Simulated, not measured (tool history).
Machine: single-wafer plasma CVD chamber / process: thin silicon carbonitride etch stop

run	hour	RF power (kW)	deposition time (s)	mean film thickness on the monitor wafer (angstrom)
1	0	0.2	23.7	130.03
2	1	0.2	24.9	136.12
3	4.3	0.2	21.9	120.22
4	7.7	0.2	24	131.71
5	15.7	0.185	24	129.71
6	17.6	0.185	26.2	141.79
7	22.7	0.215	26.8	148.83
8	25.5	0.22	26.9	150.76

Run 9 has not been measured yet. What should we expect?
9	27.9	0.22	26.9	?

Run 9 measured mean film thickness on the monitor wafer (angstrom) 150.39.
